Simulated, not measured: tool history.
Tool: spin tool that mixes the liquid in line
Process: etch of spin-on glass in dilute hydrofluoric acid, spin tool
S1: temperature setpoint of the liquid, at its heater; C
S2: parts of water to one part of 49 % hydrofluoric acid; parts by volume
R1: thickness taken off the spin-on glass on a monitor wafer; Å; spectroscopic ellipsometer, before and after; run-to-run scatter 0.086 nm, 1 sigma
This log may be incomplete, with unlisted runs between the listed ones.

run 1 hour=0.0 | S1=23.0 S2=150 time_under_the_liquid_(s)=50 | R1=131.26
run 2 hour=1.6 | S1=23.0 S2=150 time_under_the_liquid_(s)=50 | R1=132.41
run 3 hour=9.3 | S1=22.0 S2=155 time_under_the_liquid_(s)=50 | R1=120.70
run 4 hour=13.9 | S1=21.0 S2=155 time_under_the_liquid_(s)=50 | R1=117.59
run 5 hour=19.6 | S1=21.0 S2=115 time_under_the_liquid_(s)=50 | R1=163.66
run 6 hour=25.8 | S1=20.5 S2=125 time_under_the_liquid_(s)=50 | R1=145.34
run 7 hour=28.1 | S1=20.5 S2=125 time_under_the_liquid_(s)=50 | R1=145.51
run 8 hour=33.3 | S1=20.0 S2=130 time_under_the_liquid_(s)=50 | R1=134.70
run 9 hour=36.1 | S1=19.5 S2=135 time_under_the_liquid_(s)=50 | R1=128.41
run 10 hour=41.8 | S1=19.0 S2=140 time_under_the_liquid_(s)=50 | R1=119.73
run 11 hour=50.5 | S1=18.5 S2=145 time_under_the_liquid_(s)=50 | R1=114.06
run 12 hour=55.4 | S1=18.5 S2=150 time_under_the_liquid_(s)=50 | R1=107.92

Run 13 is up next; what results do you expect?
run 13 hour=61.9 | S1=17.5 S2=155 time_under_the_liquid_(s)=50 | R1=?

R1: 100.36 Å

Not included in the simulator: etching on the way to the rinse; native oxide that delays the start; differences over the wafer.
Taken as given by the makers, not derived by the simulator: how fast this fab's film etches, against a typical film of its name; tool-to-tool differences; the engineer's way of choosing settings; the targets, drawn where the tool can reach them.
